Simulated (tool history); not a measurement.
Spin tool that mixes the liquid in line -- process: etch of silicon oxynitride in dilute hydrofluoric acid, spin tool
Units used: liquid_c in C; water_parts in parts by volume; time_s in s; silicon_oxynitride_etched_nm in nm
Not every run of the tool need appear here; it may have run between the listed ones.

| run | hour | liquid_c | water_parts | time_s | silicon_oxynitride_etched_nm |
|---|---|---|---|---|---|
| 1 | 0 | 24 | 70 | 230 | 13.68 |
| 2 | 4.7 | 25.5 | 65 | 230 | 15.824 |
| 3 | 9.2 | 24 | 65 | 230 | 14.748 |
| 4 | 17.1 | 27 | 65 | 230 | 17.114 |
| 5 | 19.4 | 27 | 55 | 230 | 20.328 |
| 6 | 25.1 | 28 | 55 | 230 | 21.363 |
| 7 | 27.6 | 32 | 45 | 230 | 31.992 |
| 8 | 34.3 | 31.5 | 45 | 230 | 31.057 |

What does the tool deliver on the next run?
| 9 | 37.3 | 31 | 45 | 230 | ? |

silicon_oxynitride_etched_nm: 30.326 nm
